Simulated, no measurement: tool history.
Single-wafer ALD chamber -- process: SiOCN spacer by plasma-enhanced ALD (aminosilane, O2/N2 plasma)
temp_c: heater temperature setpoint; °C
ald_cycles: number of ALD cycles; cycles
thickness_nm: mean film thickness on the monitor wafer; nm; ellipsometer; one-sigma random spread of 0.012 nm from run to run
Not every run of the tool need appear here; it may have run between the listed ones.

{"run": 1, "hour": 0.0, "temp_c": 410, "ald_cycles": 50, "thickness_nm": 2.9468}
{"run": 2, "hour": 7.2, "temp_c": 409, "ald_cycles": 51, "thickness_nm": 3.0087}
{"run": 3, "hour": 12.2, "temp_c": 413, "ald_cycles": 51, "thickness_nm": 2.9745}
{"run": 4, "hour": 20.1, "temp_c": 413, "ald_cycles": 56, "thickness_nm": 3.264}
{"run": 5, "hour": 22.9, "temp_c": 421, "ald_cycles": 56, "thickness_nm": 3.1423}
{"run": 6, "hour": 24.9, "temp_c": 419, "ald_cycles": 57, "thickness_nm": 3.271}
{"run": 7, "hour": 27.8, "temp_c": 418, "ald_cycles": 57, "thickness_nm": 3.2626}
{"run": 8, "hour": 35.5, "temp_c": 417, "ald_cycles": 57, "thickness_nm": 3.2554}

For run 9, what comes out?
{"run": 9, "hour": 40.6, "temp_c": 416, "ald_cycles": 58, "thickness_nm": "?"}

thickness_nm: 3.3520 nm

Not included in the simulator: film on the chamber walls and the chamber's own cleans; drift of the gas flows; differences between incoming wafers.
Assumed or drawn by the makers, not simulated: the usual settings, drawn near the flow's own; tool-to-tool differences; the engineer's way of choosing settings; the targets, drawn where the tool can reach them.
